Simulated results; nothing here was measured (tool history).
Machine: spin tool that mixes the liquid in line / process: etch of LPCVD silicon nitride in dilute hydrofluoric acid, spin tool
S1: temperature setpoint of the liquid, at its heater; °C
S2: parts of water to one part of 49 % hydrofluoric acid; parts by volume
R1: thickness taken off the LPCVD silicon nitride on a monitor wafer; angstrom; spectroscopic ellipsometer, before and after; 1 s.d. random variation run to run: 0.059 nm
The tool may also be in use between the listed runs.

run 1 hour=0 | S1=26 S2=65 time_under_the_liquid_(s)=265 | R1=20.759
run 2 hour=2.4 | S1=27 S2=65 time_under_the_liquid_(s)=265 | R1=21.209
run 3 hour=6.2 | S1=28 S2=65 time_under_the_liquid_(s)=265 | R1=22.424
run 4 hour=8.8 | S1=28.5 S2=65 time_under_the_liquid_(s)=265 | R1=23.73
run 5 hour=12 | S1=29 S2=65 time_under_the_liquid_(s)=265 | R1=24.263
run 6 hour=12.8 | S1=29.5 S2=65 time_under_the_liquid_(s)=265 | R1=24.691
run 7 hour=15.7 | S1=30 S2=65 time_under_the_liquid_(s)=265 | R1=26.163

What will run 8 give?
run 8 hour=23.1 | S1=30.5 S2=65 time_under_the_liquid_(s)=265 | R1=?

For run 8 the tool returned R1 27.404 angstrom.
